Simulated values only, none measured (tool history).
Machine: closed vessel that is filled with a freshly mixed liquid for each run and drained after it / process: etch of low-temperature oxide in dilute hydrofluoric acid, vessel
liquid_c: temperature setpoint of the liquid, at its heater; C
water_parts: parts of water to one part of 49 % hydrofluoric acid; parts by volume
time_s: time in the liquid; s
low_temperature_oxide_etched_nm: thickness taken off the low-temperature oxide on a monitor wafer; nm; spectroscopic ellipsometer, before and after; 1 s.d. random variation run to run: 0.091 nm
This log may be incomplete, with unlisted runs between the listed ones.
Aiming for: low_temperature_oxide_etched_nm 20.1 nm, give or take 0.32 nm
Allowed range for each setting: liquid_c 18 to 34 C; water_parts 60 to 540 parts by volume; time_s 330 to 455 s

run,day,liquid_c,water_parts,time_s,low_temperature_oxide_etched_nm
1,0,26,300,455,14.145
2,0.129,26,300,330,10.338
3,0.246,28,275,330,12.352
4,0.317,29,245,330,14.946
5,0.371,29,245,330,14.842
6,0.621,29,295,330,11.623
7,0.692,29,295,330,11.745
8,1.042,30,265,330,13.81
9,1.117,30,265,330,13.815
# day 1.508: hydrofluoric acid flow meter replaced
10,1.508,31,245,330,18.175
11,1.879,31,245,330,18.251
12,2.108,31.5,245,330,18.478
13,2.462,32,245,330,18.777
14,2.692,32.5,245,330,19.07

Next run, 5 choices. One meets every target within its allowed miss, the rest don't. Which?
A,2.921,30.5,250,365,?
B,2.921,32.5,250,345,?
C,2.921,30.5,250,380,?
D,2.921,33,260,335,?
E,2.921,31,300,420,?

move,low_temperature_oxide_etched_nm
A,19.149
B,19.324
C,19.936
D,18.113
E,17.625
A: nearer the targets than the last run, but a result is still out of spec
B: nearer the targets than the last run, but a result is still out of spec
C: every result within its allowed miss
D: the biggest miss grows against the last run
E: the biggest miss grows against the last run
C meets every target.
